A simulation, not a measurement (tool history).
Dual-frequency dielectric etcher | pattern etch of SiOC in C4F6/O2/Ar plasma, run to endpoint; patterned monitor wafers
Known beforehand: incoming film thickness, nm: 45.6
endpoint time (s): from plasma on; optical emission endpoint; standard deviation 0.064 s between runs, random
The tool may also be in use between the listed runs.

run  hour  bias power (kW)  source power (kW)  endpoint time (s)
  1   0.0            0.556              0.330             14.852
  2   3.6            0.500              0.320             15.560
  3   4.7            0.452              0.320             16.196
  4  13.4            0.422              0.310             16.710
  5  17.3            0.400              0.310             17.144
  6  24.9            0.455              0.310             16.444

Run 7 comes next. What will it give?
  7  26.9            0.427              0.310                  ?

Run 7 came out at endpoint time (s) 16.637.
